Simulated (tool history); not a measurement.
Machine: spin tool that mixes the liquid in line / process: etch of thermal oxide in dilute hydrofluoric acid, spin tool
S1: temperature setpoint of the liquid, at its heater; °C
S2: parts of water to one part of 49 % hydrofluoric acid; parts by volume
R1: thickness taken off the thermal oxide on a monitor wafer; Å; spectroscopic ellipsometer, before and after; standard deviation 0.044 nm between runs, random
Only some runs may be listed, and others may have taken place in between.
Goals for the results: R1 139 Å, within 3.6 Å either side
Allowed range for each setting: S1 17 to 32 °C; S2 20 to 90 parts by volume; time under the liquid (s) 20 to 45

run 1 hour=0 | S1=24 S2=50 time_under_the_liquid_(s)=45 | R1=49.09
run 2 hour=3.5 | S1=25.5 S2=45 time_under_the_liquid_(s)=45 | R1=58.433
run 3 hour=11.7 | S1=26.5 S2=40 time_under_the_liquid_(s)=45 | R1=68.541
run 4 hour=17.3 | S1=26.5 S2=40 time_under_the_liquid_(s)=20 | R1=30.571
run 5 hour=24.9 | S1=25 S2=35 time_under_the_liquid_(s)=25 | R1=41.383
run 6 hour=32.1 | S1=21.5 S2=35 time_under_the_liquid_(s)=25 | R1=35.651
run 7 hour=33.1 | S1=23.5 S2=30 time_under_the_liquid_(s)=30 | R1=54.67
run 8 hour=34.6 | S1=23.5 S2=30 time_under_the_liquid_(s)=30 | R1=55.121
run 9 hour=43.5 | S1=25 S2=30 time_under_the_liquid_(s)=35 | R1=68.199
run 10 hour=47.1 | S1=29 S2=25 time_under_the_liquid_(s)=35 | R1=96.796
run 11 hour=52.3 | S1=29.5 S2=25 time_under_the_liquid_(s)=35 | R1=98.936
run 12 hour=59 | S1=30 S2=25 time_under_the_liquid_(s)=35 | R1=101.11
run 13 hour=64.7 | S1=30.5 S2=25 time_under_the_liquid_(s)=35 | R1=103.26
run 14 hour=67.5 | S1=31 S2=25 time_under_the_liquid_(s)=35 | R1=105.31
run 15 hour=71.5 | S1=31.5 S2=20 time_under_the_liquid_(s)=40 | R1=155.66
run 16 hour=75 | S1=31 S2=20 time_under_the_liquid_(s)=40 | R1=150.44
run 17 hour=81.7 | S1=30.5 S2=20 time_under_the_liquid_(s)=40 | R1=147.94

Which single option among these 4 for the next run brings every result within its allowed miss of target? Just one does.
run A hour=88.4 | S1=30 S2=20 time_under_the_liquid_(s)=40 | R1=?
run B hour=88.4 | S1=32 S2=20 time_under_the_liquid_(s)=40 | R1=?
run C hour=88.4 | S1=32 S2=20 time_under_the_liquid_(s)=35 | R1=?
run D hour=88.4 | S1=28.5 S2=20 time_under_the_liquid_(s)=45 | R1=?

move=A R1=145.03
move=B R1=157.17
move=C R1=137.52
move=D R1=153.5
A: closes in on the targets versus the last run, not all within tolerance yet
B: the biggest miss grows against the last run
C: all results land within tolerance of their targets
D: the biggest miss grows against the last run
C meets every target.
